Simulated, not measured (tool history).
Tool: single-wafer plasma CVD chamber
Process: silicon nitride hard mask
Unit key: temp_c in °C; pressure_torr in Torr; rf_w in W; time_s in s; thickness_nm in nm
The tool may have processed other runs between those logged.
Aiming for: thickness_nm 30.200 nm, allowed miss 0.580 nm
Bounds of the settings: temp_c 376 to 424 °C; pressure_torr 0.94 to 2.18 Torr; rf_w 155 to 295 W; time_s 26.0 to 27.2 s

{"run": 1, "hour": 0.0, "temp_c": 400, "pressure_torr": 1.56, "rf_w": 225, "time_s": 27.2, "thickness_nm": 25.833}
{"run": 2, "hour": 8.2, "temp_c": 400, "pressure_torr": 1.67, "rf_w": 225, "time_s": 27.2, "thickness_nm": 26.432}
{"run": 3, "hour": 9.6, "temp_c": 400, "pressure_torr": 1.67, "rf_w": 195, "time_s": 27.2, "thickness_nm": 23.974}
{"run": 4, "hour": 17.1, "temp_c": 400, "pressure_torr": 1.67, "rf_w": 195, "time_s": 26.0, "thickness_nm": 22.711}
{"run": 5, "hour": 24.0, "temp_c": 400, "pressure_torr": 1.45, "rf_w": 195, "time_s": 26.0, "thickness_nm": 21.812}
{"hour": 24.9, "done": "RF generator calibrated"}
{"run": 6, "hour": 24.9, "temp_c": 400, "pressure_torr": 1.61, "rf_w": 210, "time_s": 26.1, "thickness_nm": 24.649}
{"run": 7, "hour": 26.1, "temp_c": 400, "pressure_torr": 1.75, "rf_w": 215, "time_s": 26.2, "thickness_nm": 25.798}
{"run": 8, "hour": 32.5, "temp_c": 400, "pressure_torr": 1.86, "rf_w": 220, "time_s": 26.2, "thickness_nm": 26.614}

Which of these 4 next moves meets every target?
{"run": "A", "hour": 38.9, "temp_c": 392, "pressure_torr": 1.8, "rf_w": 200, "time_s": 26.0, "thickness_nm": "?"}
{"run": "B", "hour": 38.9, "temp_c": 403, "pressure_torr": 1.51, "rf_w": 180, "time_s": 26.0, "thickness_nm": "?"}
{"run": "C", "hour": 38.9, "temp_c": 402, "pressure_torr": 1.78, "rf_w": 185, "time_s": 26.0, "thickness_nm": "?"}
{"run": "D", "hour": 38.9, "temp_c": 401, "pressure_torr": 2.14, "rf_w": 255, "time_s": 26.0, "thickness_nm": "?"}

move=A thickness_nm=24.617
move=B thickness_nm=21.554
move=C thickness_nm=23.120
move=D thickness_nm=30.420
A: misses by more than the last run did
B: misses by more than the last run did
C: misses by more than the last run did
D: each result inside its tolerance
Move D is the one to make.

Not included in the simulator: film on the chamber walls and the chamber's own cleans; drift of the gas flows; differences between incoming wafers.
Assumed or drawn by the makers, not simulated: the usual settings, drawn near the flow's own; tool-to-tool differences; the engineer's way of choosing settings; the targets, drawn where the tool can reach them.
